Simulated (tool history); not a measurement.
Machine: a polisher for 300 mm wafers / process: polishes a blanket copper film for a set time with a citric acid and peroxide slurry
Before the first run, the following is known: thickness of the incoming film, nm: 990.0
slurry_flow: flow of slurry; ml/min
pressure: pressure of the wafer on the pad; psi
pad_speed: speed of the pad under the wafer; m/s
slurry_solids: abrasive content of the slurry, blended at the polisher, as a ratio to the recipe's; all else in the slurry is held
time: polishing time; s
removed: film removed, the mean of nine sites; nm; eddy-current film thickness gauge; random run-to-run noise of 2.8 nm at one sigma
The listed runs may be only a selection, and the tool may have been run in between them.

run	hour	slurry_flow	pressure	pad_speed	slurry_solids	time	removed
1	0	255	2.3	0.98	1	126	196.59
2	3.7	255	2.6	0.98	1	126	213.14
3	8.9	255	2.6	0.98	1	126	213.57
4	16	255	2.6	0.98	1	126	209.52
5	22.1	255	2.6	0.78	1	126	171.63
6	29.6	255	2.6	0.62	1	126	134.88
7	37.8	255	2.9	0.72	1	126	171.73
8	44	255	3.1	0.78	1	126	193.83

What does the tool deliver on the next run?
9	48.1	255	3.3	0.84	1	126	?

removed: 216.99 nm
